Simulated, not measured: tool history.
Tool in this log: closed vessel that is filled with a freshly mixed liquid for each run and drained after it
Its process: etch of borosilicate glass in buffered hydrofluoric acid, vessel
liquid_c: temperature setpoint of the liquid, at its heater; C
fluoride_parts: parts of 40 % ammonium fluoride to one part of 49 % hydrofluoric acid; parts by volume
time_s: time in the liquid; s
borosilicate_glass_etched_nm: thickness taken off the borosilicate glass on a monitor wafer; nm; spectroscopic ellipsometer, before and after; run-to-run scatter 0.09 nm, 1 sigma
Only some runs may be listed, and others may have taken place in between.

Run 1, hour 0.0: liquid_c 23.0 C, fluoride_parts 21.5 parts by volume, time_s 35 s. Result: borosilicate_glass_etched_nm 17.189 nm.
Run 2, hour 8.4: liquid_c 23.0 C, fluoride_parts 21.5 parts by volume, time_s 30 s. Result: borosilicate_glass_etched_nm 14.707 nm.
Run 3, hour 14.3: liquid_c 20.0 C, fluoride_parts 21.5 parts by volume, time_s 30 s. Result: borosilicate_glass_etched_nm 12.462 nm.
Run 4, hour 19.5: liquid_c 22.0 C, fluoride_parts 21.5 parts by volume, time_s 30 s. Result: borosilicate_glass_etched_nm 13.883 nm.
Run 5, hour 27.8: liquid_c 24.0 C, fluoride_parts 21.5 parts by volume, time_s 30 s. Result: borosilicate_glass_etched_nm 15.627 nm.
Run 6, hour 32.9: liquid_c 25.5 C, fluoride_parts 21.0 parts by volume, time_s 30 s. Result: borosilicate_glass_etched_nm 17.094 nm.
Run 7, hour 35.7: liquid_c 26.5 C, fluoride_parts 20.5 parts by volume, time_s 30 s. Result: borosilicate_glass_etched_nm 18.294 nm.
Run 8, hour 40.6: liquid_c 27.5 C, fluoride_parts 20.0 parts by volume, time_s 30 s. Result: borosilicate_glass_etched_nm 19.644 nm.

The next listed run, before its measurement:
Run 9, hour 46.9: liquid_c 28.0 C, fluoride_parts 20.0 parts by volume, time_s 30 s. Result: borosilicate_glass_etched_nm ?.

borosilicate_glass_etched_nm: 20.260 nm

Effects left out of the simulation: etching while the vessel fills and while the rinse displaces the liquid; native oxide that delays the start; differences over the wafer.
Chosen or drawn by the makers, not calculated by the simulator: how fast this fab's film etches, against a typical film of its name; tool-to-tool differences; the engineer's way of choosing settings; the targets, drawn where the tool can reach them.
